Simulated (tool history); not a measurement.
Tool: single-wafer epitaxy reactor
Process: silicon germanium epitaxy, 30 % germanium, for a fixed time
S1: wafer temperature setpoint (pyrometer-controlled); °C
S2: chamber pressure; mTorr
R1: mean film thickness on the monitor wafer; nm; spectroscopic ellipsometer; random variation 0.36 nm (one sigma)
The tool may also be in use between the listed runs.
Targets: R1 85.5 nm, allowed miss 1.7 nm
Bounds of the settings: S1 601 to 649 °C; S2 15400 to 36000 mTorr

run    day   S1     S2      R1
  1      0  625  25700  104.33
  2  0.221  622  25600   98.78
  3  0.554  627  25600   107.1
  4  0.717  623  25500  100.38
  5  0.808  620  25400  94.848
  6  1.062  620  30000   102.8
  7  1.104  617  29900  97.931
  8  1.317  615  29800  94.814
  9  1.371  613  29800  92.037
 10  1.629  612  29800  90.298
 11  1.696  611  29800  87.899

Which of these 5 next moves meets every target?
  A  1.762  605  34600   ?
  B  1.762  605  31400   ?
  C  1.762  614  28700   ?
  D  1.762  612  31200   ?
  E  1.762  606  29600   ?

move      R1
   A  85.056
   B  81.234
   C  90.588
   D  91.198
   E   80.32
A: meets every target
B: takes the result that was furthest off past its target
C: further off than the last run
D: further off than the last run
E: takes the result that was furthest off past its target
The right move is A.

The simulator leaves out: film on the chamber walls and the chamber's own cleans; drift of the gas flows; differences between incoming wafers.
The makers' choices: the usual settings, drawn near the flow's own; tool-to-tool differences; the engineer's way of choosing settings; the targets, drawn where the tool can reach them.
